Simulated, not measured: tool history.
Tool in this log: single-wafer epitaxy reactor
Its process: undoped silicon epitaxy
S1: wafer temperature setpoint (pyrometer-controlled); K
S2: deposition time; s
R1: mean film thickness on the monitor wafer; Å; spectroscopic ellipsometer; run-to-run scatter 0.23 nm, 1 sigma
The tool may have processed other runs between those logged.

run  hour      S1   S2      R1
  1   0.0  908.15  390  574.73
  2   4.3  899.15  390  453.89
  3   7.5  898.15  390  441.60
  4  10.5  888.15  390  342.32
  5  13.0  888.15  352  307.97
  6  18.6  890.15  352  325.83
  7  27.6  892.15  352  342.52
  8  31.7  893.15  352  347.11
  9  32.4  894.15  352  361.27
     41.1  -- pyrometer calibrated
 10  41.1  895.15  352  318.83
 11  44.4  898.15  353  346.13
 12  51.5  900.15  353  364.32

The next listed run, before its measurement:
 13  57.6  901.15  353   ?

R1: 372.96 Å

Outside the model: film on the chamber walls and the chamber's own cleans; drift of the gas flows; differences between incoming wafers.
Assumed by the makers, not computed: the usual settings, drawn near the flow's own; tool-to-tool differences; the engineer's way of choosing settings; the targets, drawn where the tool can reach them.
